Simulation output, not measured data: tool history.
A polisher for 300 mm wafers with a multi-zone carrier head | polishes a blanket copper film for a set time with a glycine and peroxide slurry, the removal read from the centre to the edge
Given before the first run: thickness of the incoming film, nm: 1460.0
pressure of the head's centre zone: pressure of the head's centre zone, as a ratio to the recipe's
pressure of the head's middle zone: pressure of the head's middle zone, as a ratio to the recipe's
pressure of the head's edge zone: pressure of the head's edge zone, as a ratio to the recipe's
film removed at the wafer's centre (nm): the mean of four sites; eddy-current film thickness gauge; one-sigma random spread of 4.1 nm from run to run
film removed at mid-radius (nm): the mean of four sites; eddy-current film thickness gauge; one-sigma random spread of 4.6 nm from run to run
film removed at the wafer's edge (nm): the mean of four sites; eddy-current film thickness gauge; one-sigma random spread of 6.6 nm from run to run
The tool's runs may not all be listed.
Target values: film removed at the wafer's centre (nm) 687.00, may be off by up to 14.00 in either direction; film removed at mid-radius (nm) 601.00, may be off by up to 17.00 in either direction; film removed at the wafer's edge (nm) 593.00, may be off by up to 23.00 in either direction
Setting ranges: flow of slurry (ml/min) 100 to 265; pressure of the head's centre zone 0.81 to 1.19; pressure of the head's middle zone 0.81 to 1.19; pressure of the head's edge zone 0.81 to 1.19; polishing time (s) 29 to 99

| run | day | flow of slurry (ml/min) | pressure of the head's centre zone | pressure of the head's middle zone | pressure of the head's edge zone | polishing time (s) | film removed at the wafer's centre (nm) | film removed at mid-radius (nm) | film removed at the wafer's edge (nm) |
|---|---|---|---|---|---|---|---|---|---|
| 1 | 0.000 | 170 | 1.00 | 1.00 | 1.00 | 64 | 510.93 | 524.31 | 487.09 |
| 2 | 0.167 | 170 | 0.92 | 1.00 | 1.00 | 64 | 472.61 | 521.62 | 511.13 |
| 3 | 0.246 | 170 | 0.92 | 1.00 | 1.00 | 70 | 517.45 | 569.93 | 552.33 |
| 4 | 0.550 | 185 | 0.95 | 0.99 | 1.02 | 70 | 539.18 | 574.82 | 558.85 |
| 5 | 0.658 | 195 | 0.98 | 0.98 | 1.04 | 71 | 573.13 | 589.25 | 576.22 |
| 6 | 0.729 | 195 | 0.98 | 0.98 | 1.10 | 71 | 575.79 | 578.59 | 576.68 |
| 7 | 0.988 | 205 | 1.00 | 0.97 | 1.11 | 71 | 594.10 | 584.31 | 590.61 |
| 8 | 1.096 | 215 | 1.02 | 0.96 | 1.11 | 71 | 602.97 | 579.77 | 590.85 |
| 9 | 1.208 | 220 | 1.04 | 0.96 | 1.11 | 71 | 626.85 | 583.04 | 591.27 |
| 10 | 1.262 | 225 | 1.05 | 0.96 | 1.11 | 71 | 631.32 | 586.18 | 593.70 |

4 candidate next runs follow, results not yet known. Just one meets every target within its allowed miss. Identify it.
| A | 1.317 | 210 | 1.03 | 1.01 | 1.10 | 68 | ? | ? | ? |
| B | 1.317 | 180 | 1.11 | 0.95 | 0.98 | 76 | ? | ? | ? |
| C | 1.317 | 230 | 1.09 | 0.89 | 1.04 | 78 | ? | ? | ? |
| D | 1.317 | 235 | 1.19 | 1.04 | 0.93 | 68 | ? | ? | ? |

| move | film removed at the wafer's centre (nm) | film removed at mid-radius (nm) | film removed at the wafer's edge (nm) |
|---|---|---|---|
| A | 580.79 | 580.65 | 573.94 |
| B | 680.78 | 601.28 | 601.64 |
| C | 714.62 | 606.58 | 650.43 |
| D | 683.39 | 604.08 | 542.74 |
A: lands further from the targets than the last run did
B: all results land within tolerance of their targets
C: moves the result that the last run missed by most past its target, out the other side
D: the furthest-off result lands on target, but another misses its tolerance
Correct choice: B, which meets every target

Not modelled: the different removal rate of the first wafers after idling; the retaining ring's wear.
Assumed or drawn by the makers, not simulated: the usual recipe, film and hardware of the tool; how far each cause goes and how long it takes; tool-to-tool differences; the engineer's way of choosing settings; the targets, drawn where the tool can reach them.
